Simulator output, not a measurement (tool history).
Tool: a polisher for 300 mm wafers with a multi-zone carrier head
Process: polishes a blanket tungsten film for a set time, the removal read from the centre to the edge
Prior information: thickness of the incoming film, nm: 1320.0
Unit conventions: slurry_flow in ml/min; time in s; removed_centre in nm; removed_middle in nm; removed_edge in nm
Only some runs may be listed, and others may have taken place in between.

run 1 hour=0 | slurry_flow=160 centre_zone=1 middle_zone=1 edge_zone=1 slurry_solids=1 time=44 | removed_centre=428.54 removed_middle=434.22 removed_edge=419
run 2 hour=0.9 | slurry_flow=160 centre_zone=1 middle_zone=1 edge_zone=1 slurry_solids=0.85 time=44 | removed_centre=413.7 removed_middle=415.35 removed_edge=407.87
run 3 hour=7.7 | slurry_flow=155 centre_zone=0.96 middle_zone=1.02 edge_zone=0.95 slurry_solids=0.75 time=41 | removed_centre=362.59 removed_middle=388.4 removed_edge=355.56
run 4 hour=11.8 | slurry_flow=155 centre_zone=0.96 middle_zone=1.02 edge_zone=0.95 slurry_solids=0.9 time=41 | removed_centre=373.08 removed_middle=396.27 removed_edge=379.85
run 5 hour=13.6 | slurry_flow=130 centre_zone=0.96 middle_zone=1.02 edge_zone=0.95 slurry_solids=0.9 time=41 | removed_centre=360.15 removed_middle=385.27 removed_edge=366.19
run 6 hour=21.3 | slurry_flow=125 centre_zone=0.93 middle_zone=1.02 edge_zone=0.92 slurry_solids=0.8 time=40 | removed_centre=329.78 removed_middle=360.03 removed_edge=339.62
run 7 hour=22.4 | slurry_flow=120 centre_zone=0.9 middle_zone=1.03 edge_zone=0.9 slurry_solids=0.7 time=39 | removed_centre=299.89 removed_middle=349.59 removed_edge=321.3
run 8 hour=27.4 | slurry_flow=120 centre_zone=0.89 middle_zone=1.03 edge_zone=0.88 slurry_solids=0.65 time=38 | removed_centre=286.86 removed_middle=342.99 removed_edge=309.72
run 9 hour=31.5 | slurry_flow=115 centre_zone=0.89 middle_zone=1.02 edge_zone=0.87 slurry_solids=0.6 time=38 | removed_centre=277.14 removed_middle=321.26 removed_edge=295.6

Run 10 is up next; what results do you expect?
run 10 hour=39.9 | slurry_flow=110 centre_zone=0.89 middle_zone=1.02 edge_zone=0.85 slurry_solids=0.6 time=38 | removed_centre=? removed_middle=? removed_edge=?

removed_centre: 271.66 nm
removed_middle: 324.49 nm
removed_edge: 291.2 nm
